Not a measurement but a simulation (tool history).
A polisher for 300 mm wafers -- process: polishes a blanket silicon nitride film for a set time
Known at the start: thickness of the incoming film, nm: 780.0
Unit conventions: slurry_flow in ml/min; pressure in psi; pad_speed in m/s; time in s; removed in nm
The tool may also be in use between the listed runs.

run  hour  slurry_flow  pressure  pad_speed  time  removed
  1   0.0          170       4.8       1.30    53  140.730
  2   2.9          170       4.3       1.30    53  127.260
  3   8.7          200       4.3       1.30    53  129.540
  4  11.3          200       3.5       1.30    53  108.250
  5  13.3          200       3.5       1.48    53  118.010
  6  18.4          200       3.5       1.48    48  106.560
  7  20.0          200       3.3       1.48    48   99.680
  8  21.7          195       3.2       1.48    48   96.386
  9  24.9          190       3.2       1.48    48   95.189
 10  29.3          185       3.2       1.48    48   96.408

Predict the results of run 11:
 11  31.8          180       3.2       1.48    48        ?

removed: 94.379 nm
